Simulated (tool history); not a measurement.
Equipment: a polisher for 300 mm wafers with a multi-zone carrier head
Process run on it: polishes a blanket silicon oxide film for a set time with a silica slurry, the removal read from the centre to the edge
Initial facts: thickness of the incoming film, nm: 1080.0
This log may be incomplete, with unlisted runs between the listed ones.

run   hour  flow of slurry (ml/min)  pressure of the head's centre zone  pressure of the head's middle zone  pressure of the head's edge zone  abrasive content of the slurry  polishing time (s)  film removed at the wafer's centre (angstrom)  film removed at mid-radius (angstrom)  film removed at the wafer's edge (angstrom)
  1    0.0                      190                                1.00                                1.00                              1.00                            1.00                  54                                        1333.60                                1311.70                                      1339.10
  2    6.0                      190                                1.00                                1.00                              1.06                            1.00                  54                                        1299.40                                1311.40                                      1333.60
  3    8.7                      185                                1.02                                0.97                              1.05                            0.90                  47                                        1090.10                                1025.80                                      1103.00
  4   15.1                      185                                1.03                                0.96                              1.03                            0.80                  42                                         898.64                                 840.68                                       886.88
  5   20.0                      185                                1.03                                0.96                              0.99                            0.80                  42                                         884.80                                 838.55                                       871.89
  6   25.7                      185                                1.03                                0.96                              0.99                            0.80                  35                                         742.59                                 694.14                                       732.21
  7   31.9                      175                                1.03                                0.93                              0.96                            0.75                  35                                         684.30                                 635.26                                       687.05
  8   33.9                      170                                1.05                                0.91                              0.93                            0.75                  35                                         709.31                                 622.80                                       671.52
  9   40.1                      135                                1.01                                0.81                              0.86                            0.55                  35                                         466.03                                 394.22                                       468.64
 10   46.7                      170                                1.02                                0.81                              0.87                            0.55                  35                                         499.47                                 411.29                                       487.15
 11   50.5                      185                                1.03                                0.83                              0.90                            0.55                  35                                         504.54                                 434.28                                       495.59
 12   57.2                      175                                1.06                                0.84                              0.94                            0.55                  35                                         518.42                                 432.85                                       490.90
 13   61.0                      180                                1.06                                0.85                              0.95                            0.60                  35                                         566.96                                 486.05                                       571.97
 14   66.0                      220                                1.12                                0.86                              0.89                            0.60                  35                                         622.62                                 504.58                                       564.34
 15   73.7                      225                                1.12                                0.86                              0.90                            0.60                  35                                         639.99                                 511.63                                       554.27
 16   77.6                      220                                1.12                                0.86                              0.93                            0.60                  35                                         653.54                                 504.54                                       561.92
 17   85.7                      220                                1.11                                0.86                              0.95                            0.60                  35                                         635.71                                 501.79                                       561.19
 18   91.1                      215                                1.10                                0.86                              0.97                            0.60                  35                                         619.57                                 503.80                                       581.79
 19   96.2                      220                                1.10                                0.86                              0.97                            0.60                  35                                         640.26                                 504.40                                       567.83
     103.1  -- slurry nozzle cleaned
 20  103.1                      220                                1.10                                0.86                              0.97                            0.60                  35                                         660.38                                 533.85                                       601.48

What does the tool deliver on the next run?
 21  107.5                      215                                1.10                                0.86                              0.97                            0.60                  35                                              ?                                      ?                                            ?

{"run 21": {"film removed at the wafer's centre (angstrom)": 666.87, "film removed at mid-radius (angstrom)": 534.77, "film removed at the wafer's edge (angstrom)": 591.59}}
